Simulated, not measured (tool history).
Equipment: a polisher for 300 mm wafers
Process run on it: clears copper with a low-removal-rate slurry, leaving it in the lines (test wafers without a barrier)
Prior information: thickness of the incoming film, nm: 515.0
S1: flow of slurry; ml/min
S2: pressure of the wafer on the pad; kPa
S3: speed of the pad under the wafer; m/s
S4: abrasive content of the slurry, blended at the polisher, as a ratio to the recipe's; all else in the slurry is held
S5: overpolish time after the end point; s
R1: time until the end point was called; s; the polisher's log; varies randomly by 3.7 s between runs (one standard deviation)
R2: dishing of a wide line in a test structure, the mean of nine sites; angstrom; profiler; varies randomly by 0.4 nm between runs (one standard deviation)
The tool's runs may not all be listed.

{"run": 1, "hour": 0.0, "S1": 140, "S2": 18.6, "S3": 1.2, "S4": 1, "S5": 16, "R1": 188.13, "R2": 306.08}
{"run": 2, "hour": 1.0, "S1": 140, "S2": 20.7, "S3": 1.2, "S4": 1, "S5": 16, "R1": 174.4, "R2": 343.61}
{"run": 3, "hour": 5.3, "S1": 140, "S2": 17.9, "S3": 1.2, "S4": 1, "S5": 16, "R1": 196.53, "R2": 296.49}
{"run": 4, "hour": 14.2, "S1": 140, "S2": 16.5, "S3": 1.18, "S4": 1, "S5": 16, "R1": 217.59, "R2": 276.87}
{"run": 5, "hour": 22.9, "S1": 140, "S2": 16.5, "S3": 1.18, "S4": 1, "S5": 21, "R1": 218.17, "R2": 341.52}
{"run": 6, "hour": 31.2, "S1": 140, "S2": 16.5, "S3": 1.18, "S4": 1, "S5": 28, "R1": 218.87, "R2": 421.24}
{"run": 7, "hour": 35.0, "S1": 140, "S2": 15.9, "S3": 1.16, "S4": 1, "S5": 26, "R1": 229.13, "R2": 373.11}

What does the tool deliver on the next run?
{"run": 8, "hour": 41.2, "S1": 140, "S2": 15.2, "S3": 1.16, "S4": 1, "S5": 25, "R1": "?", "R2": "?"}

R1: 239.39 s
R2: 365.04 angstrom

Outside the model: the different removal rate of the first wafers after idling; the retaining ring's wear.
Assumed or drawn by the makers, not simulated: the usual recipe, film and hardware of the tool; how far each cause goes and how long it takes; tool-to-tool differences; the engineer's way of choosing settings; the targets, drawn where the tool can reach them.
